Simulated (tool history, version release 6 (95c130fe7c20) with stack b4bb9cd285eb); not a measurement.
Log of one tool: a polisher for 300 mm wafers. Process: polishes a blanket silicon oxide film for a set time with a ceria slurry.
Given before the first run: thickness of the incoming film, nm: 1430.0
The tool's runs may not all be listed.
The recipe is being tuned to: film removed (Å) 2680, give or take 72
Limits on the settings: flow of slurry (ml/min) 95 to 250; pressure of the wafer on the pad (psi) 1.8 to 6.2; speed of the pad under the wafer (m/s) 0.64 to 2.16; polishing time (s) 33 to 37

run	hour	flow of slurry (ml/min)	pressure of the wafer on the pad (psi)	speed of the pad under the wafer (m/s)	polishing time (s)	film removed (Å)
1	0	160	4	1.4	37	2900.5
2	1	150	3.9	1.4	37	2817.9
3	4.8	150	3.9	1.56	37	3119.8
4	10.7	145	3.7	1.56	37	2949
5	13.1	145	3.7	1.56	37	2969.6
6	20	140	3.6	1.56	37	2875.5
7	25.5	135	3.5	1.56	37	2784
8	32.3	130	3.5	1.56	37	2787.3

Consider the 5 candidate settings below. Which is the only one whose results all fall within their allowed miss of target?
A	39.1	155	3.9	1.36	34	?
B	39.1	120	3.8	1.62	36	?
C	39.1	115	3.4	1.5	37	?
D	39.1	115	3.6	1.62	35	?
E	39.1	125	3.5	1.6	37	?

move	film removed (Å)
A	2524.1
B	2937.2
C	2546.6
D	2710.4
E	2829.8
A: takes the result that was furthest off past its target
B: moves away from the targets compared with the last run
C: takes the result that was furthest off past its target
D: in spec on every target
E: moves away from the targets compared with the last run
The right move is D.
